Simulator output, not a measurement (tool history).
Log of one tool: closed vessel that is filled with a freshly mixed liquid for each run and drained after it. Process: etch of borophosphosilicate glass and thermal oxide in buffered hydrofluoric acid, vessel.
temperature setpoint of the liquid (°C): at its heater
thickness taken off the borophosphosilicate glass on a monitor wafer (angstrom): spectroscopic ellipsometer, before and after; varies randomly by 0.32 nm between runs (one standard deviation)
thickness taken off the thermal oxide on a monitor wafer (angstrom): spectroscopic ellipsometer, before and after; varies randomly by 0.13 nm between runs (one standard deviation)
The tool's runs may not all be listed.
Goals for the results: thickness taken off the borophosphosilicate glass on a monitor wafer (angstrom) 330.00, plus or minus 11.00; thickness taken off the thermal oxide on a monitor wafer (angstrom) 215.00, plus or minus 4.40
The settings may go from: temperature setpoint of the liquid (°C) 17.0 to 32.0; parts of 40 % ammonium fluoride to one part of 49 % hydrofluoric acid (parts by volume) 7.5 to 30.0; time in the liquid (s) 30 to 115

| run | hour | temperature setpoint of the liquid (°C) | parts of 40 % ammonium fluoride to one part of 49 % hydrofluoric acid (parts by volume) | time in the liquid (s) | thickness taken off the borophosphosilicate glass on a monitor wafer (angstrom) | thickness taken off the thermal oxide on a monitor wafer (angstrom) |
|---|---|---|---|---|---|---|
| 1 | 0.0 | 24.0 | 21.0 | 60 | 575.60 | 387.23 |
| 2 | 5.0 | 23.0 | 21.5 | 60 | 548.66 | 358.07 |
| 3 | 8.8 | 26.0 | 21.5 | 60 | 640.10 | 420.48 |
| 4 | 14.0 | 26.0 | 21.5 | 80 | 858.44 | 560.85 |
| 5 | 19.5 | 25.0 | 22.5 | 80 | 793.85 | 514.35 |
|  | 24.6 | thermometer replaced |
| 6 | 24.6 | 25.0 | 22.5 | 95 | 838.74 | 552.62 |
| 7 | 29.4 | 24.0 | 23.5 | 95 | 777.47 | 509.59 |
| 8 | 31.5 | 24.0 | 23.5 | 95 | 779.38 | 505.77 |
| 9 | 39.8 | 23.0 | 24.5 | 95 | 708.84 | 472.96 |
| 10 | 48.0 | 23.0 | 24.5 | 95 | 712.30 | 469.88 |
| 11 | 57.3 | 19.0 | 30.0 | 80 | 414.83 | 276.22 |
| 12 | 63.7 | 18.0 | 30.0 | 70 | 351.16 | 227.08 |
| 13 | 66.9 | 17.5 | 30.0 | 70 | 339.69 | 219.65 |

Pick the move, out of 4, that brings all results within their allowed miss; only one does.
| A | 70.1 | 17.0 | 30.0 | 70 | ? | ? |
| B | 70.1 | 17.0 | 10.5 | 30 | ? | ? |
| C | 70.1 | 17.5 | 30.0 | 65 | ? | ? |
| D | 70.1 | 19.0 | 30.0 | 60 | ? | ? |

| move | thickness taken off the borophosphosilicate glass on a monitor wafer (angstrom) | thickness taken off the thermal oxide on a monitor wafer (angstrom) |
|---|---|---|
| A | 325.24 | 214.84 |
| B | 349.49 | 229.72 |
| C | 310.69 | 205.30 |
| D | 312.10 | 206.43 |
A: in spec on every target
B: its largest miss is bigger than the last run's
C: moves the result that the last run missed by most past its target, out the other side
D: moves the result that the last run missed by most past its target, out the other side
Correct choice: A, which meets every target
